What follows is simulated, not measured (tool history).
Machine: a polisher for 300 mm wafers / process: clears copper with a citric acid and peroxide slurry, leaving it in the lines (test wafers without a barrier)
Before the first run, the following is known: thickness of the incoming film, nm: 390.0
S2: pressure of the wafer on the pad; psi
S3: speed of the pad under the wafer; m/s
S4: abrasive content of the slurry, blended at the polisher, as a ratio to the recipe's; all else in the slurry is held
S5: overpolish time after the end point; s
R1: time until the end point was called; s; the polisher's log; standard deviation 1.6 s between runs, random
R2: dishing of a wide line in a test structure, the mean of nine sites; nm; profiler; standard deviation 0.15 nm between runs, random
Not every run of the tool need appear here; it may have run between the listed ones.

run 1 hour=0.0 | flow_of_slurry_(ml/min)=215 S2=4.0 S3=1.32 S4=1.00 S5=13 | R1=103.40 R2=26.0910
run 2 hour=7.5 | flow_of_slurry_(ml/min)=215 S2=4.0 S3=1.32 S4=1.00 S5=16 | R1=101.80 R2=28.2620
run 3 hour=14.9 | flow_of_slurry_(ml/min)=215 S2=3.4 S3=1.44 S4=1.00 S5=13 | R1=109.84 R2=24.8710
run 4 hour=23.8 | flow_of_slurry_(ml/min)=215 S2=3.4 S3=1.22 S4=1.00 S5=13 | R1=125.30 R2=22.5330
run 5 hour=31.1 | flow_of_slurry_(ml/min)=165 S2=3.4 S3=1.22 S4=1.00 S5=13 | R1=136.28 R2=21.4850
run 6 hour=35.9 | flow_of_slurry_(ml/min)=195 S2=3.6 S3=1.04 S4=1.15 S5=10 | R1=137.93 R2=17.1120
-- hour=42.3 slurry nozzle cleaned
run 7 hour=42.3 | flow_of_slurry_(ml/min)=225 S2=4.0 S3=0.92 S4=1.25 S5=8 | R1=133.43 R2=15.2450

Expected results for the next run?
run 8 hour=49.1 | flow_of_slurry_(ml/min)=285 S2=5.1 S3=0.60 S4=1.50 S5=4 | R1=? R2=?

R1: 149.44 s
R2: 7.9263 nm
